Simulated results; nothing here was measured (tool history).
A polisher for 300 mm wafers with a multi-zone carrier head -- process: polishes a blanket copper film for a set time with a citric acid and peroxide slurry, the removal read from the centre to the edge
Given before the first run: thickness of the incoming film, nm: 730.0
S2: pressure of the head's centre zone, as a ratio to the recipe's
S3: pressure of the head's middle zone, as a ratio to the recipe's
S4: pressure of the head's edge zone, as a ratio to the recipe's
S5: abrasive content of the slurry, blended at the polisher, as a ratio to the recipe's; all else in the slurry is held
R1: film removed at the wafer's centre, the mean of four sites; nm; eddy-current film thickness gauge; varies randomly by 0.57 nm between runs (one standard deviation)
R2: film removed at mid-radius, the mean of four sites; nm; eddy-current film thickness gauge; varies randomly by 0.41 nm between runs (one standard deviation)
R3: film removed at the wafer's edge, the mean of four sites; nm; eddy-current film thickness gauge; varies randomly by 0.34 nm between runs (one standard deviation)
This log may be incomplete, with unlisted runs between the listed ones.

{"run": 1, "hour": 0.0, "flow of slurry (ml/min)": 235, "S2": 1, "S3": 1, "S4": 1, "S5": 1, "polishing time (s)": 39, "R1": 73.1, "R2": 69.8, "R3": 71.031}
{"run": 2, "hour": 3.5, "flow of slurry (ml/min)": 235, "S2": 1, "S3": 1, "S4": 0.93, "S5": 1, "polishing time (s)": 39, "R1": 71.499, "R2": 70.352, "R3": 69.561}
{"run": 3, "hour": 8.0, "flow of slurry (ml/min)": 235, "S2": 1, "S3": 1, "S4": 0.93, "S5": 1, "polishing time (s)": 46, "R1": 86.411, "R2": 83.08, "R3": 81.552}
{"run": 4, "hour": 13.1, "flow of slurry (ml/min)": 235, "S2": 1, "S3": 1, "S4": 0.89, "S5": 1, "polishing time (s)": 46, "R1": 85.136, "R2": 83.066, "R3": 80.626}
{"run": 5, "hour": 16.2, "flow of slurry (ml/min)": 235, "S2": 1, "S3": 1.05, "S4": 0.89, "S5": 1, "polishing time (s)": 46, "R1": 84.335, "R2": 85.022, "R3": 81.264}
{"run": 6, "hour": 18.9, "flow of slurry (ml/min)": 195, "S2": 1, "S3": 1.05, "S4": 0.89, "S5": 1, "polishing time (s)": 46, "R1": 84.182, "R2": 82.244, "R3": 78.99}
{"run": 7, "hour": 23.0, "flow of slurry (ml/min)": 200, "S2": 0.96, "S3": 1.01, "S4": 0.91, "S5": 0.9, "polishing time (s)": 42, "R1": 70.582, "R2": 72.45, "R3": 72.229}
{"run": 8, "hour": 28.8, "flow of slurry (ml/min)": 195, "S2": 0.95, "S3": 0.99, "S4": 0.9, "S5": 0.8, "polishing time (s)": 39, "R1": 64.522, "R2": 65.159, "R3": 64.335}
{"run": 9, "hour": 37.2, "flow of slurry (ml/min)": 185, "S2": 0.92, "S3": 0.97, "S4": 0.92, "S5": 0.75, "polishing time (s)": 37, "R1": 58.269, "R2": 59.709, "R3": 60.284}
{"run": 10, "hour": 41.6, "flow of slurry (ml/min)": 175, "S2": 0.89, "S3": 0.96, "S4": 0.94, "S5": 0.7, "polishing time (s)": 35, "R1": 50.968, "R2": 55.075, "R3": 57.683}

Expected results for the next run?
{"run": 11, "hour": 49.0, "flow of slurry (ml/min)": 170, "S2": 0.87, "S3": 0.95, "S4": 0.93, "S5": 0.65, "polishing time (s)": 34, "R1": "?", "R2": "?", "R3": "?"}

{"run 11": {"R1": 48.363, "R2": 52.413, "R3": 54.197}}
